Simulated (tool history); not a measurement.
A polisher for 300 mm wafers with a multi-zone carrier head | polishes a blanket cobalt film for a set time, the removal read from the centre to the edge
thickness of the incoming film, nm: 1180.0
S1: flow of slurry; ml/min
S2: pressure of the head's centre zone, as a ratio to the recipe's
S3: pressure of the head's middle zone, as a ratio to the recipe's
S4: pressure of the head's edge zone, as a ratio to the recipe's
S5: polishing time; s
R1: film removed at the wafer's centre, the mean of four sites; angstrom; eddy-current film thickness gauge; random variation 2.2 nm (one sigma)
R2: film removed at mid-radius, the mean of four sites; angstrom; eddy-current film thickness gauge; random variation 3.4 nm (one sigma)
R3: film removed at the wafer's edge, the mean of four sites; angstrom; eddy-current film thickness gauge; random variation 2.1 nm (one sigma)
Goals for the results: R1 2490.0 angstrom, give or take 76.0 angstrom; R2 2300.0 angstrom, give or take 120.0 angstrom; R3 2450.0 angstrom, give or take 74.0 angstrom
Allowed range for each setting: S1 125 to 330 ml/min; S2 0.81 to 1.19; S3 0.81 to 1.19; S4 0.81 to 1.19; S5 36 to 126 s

run,hour,S1,S2,S3,S4,S5,R1,R2,R3
1,0.0,210,1.00,1.00,1.00,81,2133.0,2209.3,2115.0
2,6.4,210,1.00,1.00,1.00,98,2632.8,2543.6,2547.8
3,14.2,210,1.00,1.00,1.07,98,2606.6,2596.6,2655.3
4,15.3,210,1.00,1.00,1.07,81,2171.9,2157.3,2176.2
5,15.8,210,0.92,1.00,1.07,81,2003.1,2135.7,2166.6
6,23.5,210,0.92,0.96,1.07,81,1998.1,2076.0,2127.5
7,30.8,220,0.95,0.97,1.09,82,2106.6,2102.1,2251.5
8,32.8,280,1.05,1.05,1.06,84,2516.9,2402.2,2282.5
9,34.3,275,1.05,1.04,1.08,84,2425.0,2365.1,2344.3
10,38.5,280,1.05,1.03,1.09,84,2470.3,2432.0,2331.4
11,44.4,275,1.06,1.01,1.10,84,2485.6,2257.7,2331.4
12,51.8,275,1.06,1.01,1.11,84,2461.4,2311.8,2312.0
13,55.5,275,1.06,1.00,1.12,85,2526.0,2271.8,2375.1

5 candidate next runs follow, results not yet known. Just one meets every target within its allowed miss. Identify it.
A,59.2,275,1.08,0.98,1.17,89,?,?,?
B,59.2,315,1.15,1.05,1.16,81,?,?,?
C,59.2,285,1.05,1.05,1.11,81,?,?,?
D,59.2,265,1.14,1.03,1.10,83,?,?,?
E,59.2,220,1.03,0.96,1.12,89,?,?,?

move,R1,R2,R3
A,2665.0,2417.0,2486.2
B,2624.6,2358.3,2277.4
C,2368.7,2336.4,2225.5
D,2613.3,2337.0,2260.3
E,2464.0,2313.6,2398.9
A: brings the result that was furthest off to its target, and leaves another outside
B: misses by more than the last run did
C: misses by more than the last run did
D: misses by more than the last run did
E: all results land within tolerance of their targets
Answer: E
